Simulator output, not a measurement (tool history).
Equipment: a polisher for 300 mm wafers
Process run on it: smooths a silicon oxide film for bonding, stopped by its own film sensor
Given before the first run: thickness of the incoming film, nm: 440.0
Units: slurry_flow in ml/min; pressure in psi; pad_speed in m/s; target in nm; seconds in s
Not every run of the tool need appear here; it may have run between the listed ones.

run,hour,slurry_flow,pressure,pad_speed,slurry_solids,target,seconds
1,0.0,200,2.3,0.78,1.00,412,38.535
2,3.0,200,2.3,0.78,1.20,412,33.688
3,7.3,200,2.7,0.78,1.20,412,29.169
4,11.7,240,2.7,0.78,1.20,412,28.245
5,16.3,205,2.7,0.78,1.20,412,29.659
6,20.4,205,2.7,0.78,1.20,415,25.587
7,27.9,205,2.4,0.70,1.15,415,30.638
8,33.2,200,2.1,0.68,1.05,414,40.589
9,33.9,200,1.9,0.62,1.00,414,45.864
10,35.7,200,1.7,0.58,0.95,414,55.639
11,42.4,200,1.6,0.54,0.95,414,59.530
12,47.4,200,1.5,0.52,0.95,414,65.214

Predict the results of run 13:
13,48.0,200,1.4,0.50,0.95,414,?

seconds: 71.999 s
